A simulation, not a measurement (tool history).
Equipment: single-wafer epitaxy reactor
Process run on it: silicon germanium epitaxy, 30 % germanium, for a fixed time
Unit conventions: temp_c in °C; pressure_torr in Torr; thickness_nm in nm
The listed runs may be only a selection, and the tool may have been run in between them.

{"run": 1, "hour": 0.0, "temp_c": 605, "pressure_torr": 19.5, "thickness_nm": 57.133}
{"run": 2, "hour": 4.9, "temp_c": 605, "pressure_torr": 22.2, "thickness_nm": 60.652}
{"run": 3, "hour": 13.0, "temp_c": 605, "pressure_torr": 21.0, "thickness_nm": 59.224}
{"run": 4, "hour": 20.9, "temp_c": 605, "pressure_torr": 23.5, "thickness_nm": 61.986}
{"run": 5, "hour": 25.2, "temp_c": 599, "pressure_torr": 23.5, "thickness_nm": 54.611}
{"run": 6, "hour": 33.0, "temp_c": 599, "pressure_torr": 26.3, "thickness_nm": 57.263}
{"run": 7, "hour": 40.5, "temp_c": 599, "pressure_torr": 26.3, "thickness_nm": 57.164}

Expected results for the next run?
{"run": 8, "hour": 46.5, "temp_c": 595, "pressure_torr": 26.3, "thickness_nm": "?"}

{"run 8": {"thickness_nm": 52.446}}
